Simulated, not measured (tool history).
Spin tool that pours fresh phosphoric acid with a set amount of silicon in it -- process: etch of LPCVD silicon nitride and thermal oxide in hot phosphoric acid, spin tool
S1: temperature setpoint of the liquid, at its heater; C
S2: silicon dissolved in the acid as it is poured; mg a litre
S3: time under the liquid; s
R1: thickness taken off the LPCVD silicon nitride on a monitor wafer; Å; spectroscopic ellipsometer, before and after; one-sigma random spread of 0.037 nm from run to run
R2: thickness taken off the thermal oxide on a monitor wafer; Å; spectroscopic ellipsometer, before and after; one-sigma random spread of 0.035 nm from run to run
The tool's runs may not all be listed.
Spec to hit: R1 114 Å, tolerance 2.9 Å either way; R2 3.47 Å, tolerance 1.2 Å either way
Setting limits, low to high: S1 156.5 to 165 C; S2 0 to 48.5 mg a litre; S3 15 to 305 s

{"run": 1, "day": 0.0, "S1": 160, "S2": 21.5, "S3": 155, "R1": 148, "R2": 2.476}
{"run": 2, "day": 0.254, "S1": 161.5, "S2": 21.5, "S3": 155, "R1": 156.53, "R2": 3.1634}
{"run": 3, "day": 0.433, "S1": 161.5, "S2": 11.5, "S3": 155, "R1": 155.73, "R2": 4.2088}
{"run": 4, "day": 0.596, "S1": 161, "S2": 9.5, "S3": 150, "R1": 148.01, "R2": 4.162}
{"run": 5, "day": 0.712, "S1": 160.5, "S2": 8, "S3": 145, "R1": 140.1, "R2": 3.5051}
{"run": 6, "day": 1.067, "S1": 160.5, "S2": 6.5, "S3": 140, "R1": 135.47, "R2": 3.2822}
{"run": 7, "day": 1.179, "S1": 160.5, "S2": 5.5, "S3": 135, "R1": 131.7, "R2": 3.0472}
{"run": 8, "day": 1.271, "S1": 160.5, "S2": 4.5, "S3": 130, "R1": 125.89, "R2": 3.9165}
{"run": 9, "day": 1.633, "S1": 160.5, "S2": 4, "S3": 130, "R1": 126.04, "R2": 3.7703}

Of the 5 settings listed for the next run, only one would bring every result within its allowed miss of target. Which one?
{"run": "A", "day": 1.996, "S1": 161, "S2": 4.5, "S3": 120, "R1": "?", "R2": "?"}
{"run": "B", "day": 1.996, "S1": 162, "S2": 2.5, "S3": 120, "R1": "?", "R2": "?"}
{"run": "C", "day": 1.996, "S1": 160.5, "S2": 4, "S3": 125, "R1": "?", "R2": "?"}
{"run": "D", "day": 1.996, "S1": 162.5, "S2": 6.5, "S3": 110, "R1": "?", "R2": "?"}
{"run": "E", "day": 1.996, "S1": 160.5, "S2": 7.5, "S3": 110, "R1": "?", "R2": "?"}

move=A R1=118.81 R2=3.9614
move=B R1=122.84 R2=4.4327
move=C R1=121.71 R2=4.0162
move=D R1=114.49 R2=3.8939
move=E R1=107.1 R2=3.2917
A: an improvement on the last run, though not all results are within tolerance
B: an improvement on the last run, though not all results are within tolerance
C: an improvement on the last run, though not all results are within tolerance
D: each result inside its tolerance
E: takes the result that was furthest off past its target
The right move is D.
